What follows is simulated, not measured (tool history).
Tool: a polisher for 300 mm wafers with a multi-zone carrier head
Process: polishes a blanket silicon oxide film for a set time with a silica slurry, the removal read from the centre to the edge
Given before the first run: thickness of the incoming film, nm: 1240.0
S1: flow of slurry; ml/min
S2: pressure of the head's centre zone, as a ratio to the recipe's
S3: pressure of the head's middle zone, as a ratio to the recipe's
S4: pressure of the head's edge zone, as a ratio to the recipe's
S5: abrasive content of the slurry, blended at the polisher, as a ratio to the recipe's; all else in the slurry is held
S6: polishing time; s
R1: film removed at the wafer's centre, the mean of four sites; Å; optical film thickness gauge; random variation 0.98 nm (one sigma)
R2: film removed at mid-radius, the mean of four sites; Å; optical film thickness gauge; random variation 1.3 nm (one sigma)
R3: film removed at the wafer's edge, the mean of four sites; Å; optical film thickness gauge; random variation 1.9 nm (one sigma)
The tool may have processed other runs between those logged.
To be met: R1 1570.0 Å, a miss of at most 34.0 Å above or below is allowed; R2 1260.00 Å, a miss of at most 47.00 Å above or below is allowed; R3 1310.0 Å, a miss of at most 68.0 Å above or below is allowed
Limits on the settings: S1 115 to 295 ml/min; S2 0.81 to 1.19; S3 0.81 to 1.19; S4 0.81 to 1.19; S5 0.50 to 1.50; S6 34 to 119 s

run 1 hour=0.0 | S1=190 S2=1.00 S3=1.00 S4=1.00 S5=1.00 S6=76 | R1=2459.4 R2=2493.00 R3=2490.0
run 2 hour=6.8 | S1=190 S2=1.00 S3=1.00 S4=1.00 S5=0.90 S6=76 | R1=2306.0 R2=2349.80 R3=2296.2
run 3 hour=14.8 | S1=185 S2=1.03 S3=0.94 S4=0.97 S5=0.75 S6=70 | R1=1963.3 R2=1866.40 R3=1940.3
run 4 hour=18.6 | S1=185 S2=1.03 S3=0.94 S4=0.97 S5=0.65 S6=70 | R1=1793.5 R2=1669.00 R3=1779.1
run 5 hour=26.1 | S1=185 S2=1.03 S3=0.88 S4=0.97 S5=0.65 S6=70 | R1=1804.8 R2=1608.40 R3=1762.3
run 6 hour=26.9 | S1=185 S2=1.03 S3=0.94 S4=0.97 S5=0.65 S6=70 | R1=1786.2 R2=1657.80 R3=1756.1
-- hour=33.8 slurry nozzle cleaned
run 7 hour=33.8 | S1=185 S2=1.03 S3=0.94 S4=0.97 S5=0.65 S6=70 | R1=1949.3 R2=1811.50 R3=1886.8
run 8 hour=38.0 | S1=180 S2=1.11 S3=0.84 S4=0.87 S5=0.50 S6=51 | R1=1261.7 R2=991.15 R3=1091.1

Below are 5 possible settings for the next run. Only one of them brings all results inside the allowed miss of their targets. Which is it?
run A hour=42.2 | S1=175 S2=0.93 S3=1.03 S4=0.90 S5=0.55 S6=51 | R1=? R2=? R3=?
run B hour=42.2 | S1=180 S2=1.13 S3=1.08 S4=0.86 S5=0.50 S6=62 | R1=? R2=? R3=?
run C hour=42.2 | S1=160 S2=1.14 S3=0.90 S4=0.86 S5=0.55 S6=58 | R1=? R2=? R3=?
run D hour=42.2 | S1=180 S2=0.87 S3=1.04 S4=0.90 S5=0.60 S6=50 | R1=? R2=? R3=?
run E hour=42.2 | S1=120 S2=0.90 S3=0.95 S4=0.86 S5=0.60 S6=55 | R1=? R2=? R3=?

move=A R1=1142.4 R2=1262.50 R3=1211.1
move=B R1=1576.4 R2=1487.70 R3=1351.7
move=C R1=1564.7 R2=1260.00 R3=1345.8
move=D R1=1123.2 R2=1338.10 R3=1271.0
move=E R1=1160.0 R2=1251.60 R3=1299.6
A: further off than the last run
B: the worst result of the last run now meets its target, but another is out of spec
C: each result inside its tolerance
D: further off than the last run
E: further off than the last run
Correct choice: C, which meets every target

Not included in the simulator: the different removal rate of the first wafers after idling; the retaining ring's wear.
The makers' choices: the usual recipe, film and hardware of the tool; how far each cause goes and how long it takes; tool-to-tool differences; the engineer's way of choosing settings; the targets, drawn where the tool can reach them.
